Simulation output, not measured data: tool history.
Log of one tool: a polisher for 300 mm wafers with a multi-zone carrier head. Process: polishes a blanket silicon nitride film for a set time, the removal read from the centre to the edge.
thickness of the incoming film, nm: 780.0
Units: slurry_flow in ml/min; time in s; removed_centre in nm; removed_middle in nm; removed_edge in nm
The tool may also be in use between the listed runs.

{"run": 1, "hour": 0.0, "slurry_flow": 265, "centre_zone": 1, "middle_zone": 1, "edge_zone": 1, "time": 57, "removed_centre": 105.44, "removed_middle": 103.28, "removed_edge": 104.53}
{"run": 2, "hour": 5.2, "slurry_flow": 215, "centre_zone": 1, "middle_zone": 1, "edge_zone": 1, "time": 57, "removed_centre": 100.15, "removed_middle": 100.11, "removed_edge": 102.99}
{"run": 3, "hour": 5.8, "slurry_flow": 200, "centre_zone": 0.97, "middle_zone": 1, "edge_zone": 1.01, "time": 57, "removed_centre": 98.746, "removed_middle": 100.46, "removed_edge": 101.72}
{"run": 4, "hour": 8.5, "slurry_flow": 200, "centre_zone": 0.97, "middle_zone": 1, "edge_zone": 1.01, "time": 65, "removed_centre": 110.64, "removed_middle": 111.77, "removed_edge": 116.14}
{"run": 5, "hour": 16.5, "slurry_flow": 200, "centre_zone": 0.97, "middle_zone": 1.06, "edge_zone": 1.01, "time": 65, "removed_centre": 113.94, "removed_middle": 118.11, "removed_edge": 115.51}
{"run": 6, "hour": 21.4, "slurry_flow": 195, "centre_zone": 0.93, "middle_zone": 1.02, "edge_zone": 1, "time": 63, "removed_centre": 104.82, "removed_middle": 111.27, "removed_edge": 112.7}
{"run": 7, "hour": 26.0, "slurry_flow": 190, "centre_zone": 0.91, "middle_zone": 1, "edge_zone": 1, "time": 61, "removed_centre": 96.105, "removed_middle": 104.6, "removed_edge": 107.41}

The next listed run, before its measurement:
{"run": 8, "hour": 35.0, "slurry_flow": 185, "centre_zone": 0.9, "middle_zone": 0.99, "edge_zone": 0.99, "time": 61, "removed_centre": "?", "removed_middle": "?", "removed_edge": "?"}

Run 8 gave removed_centre 94.848 nm, removed_middle 103.56 nm, removed_edge 107.58 nm.
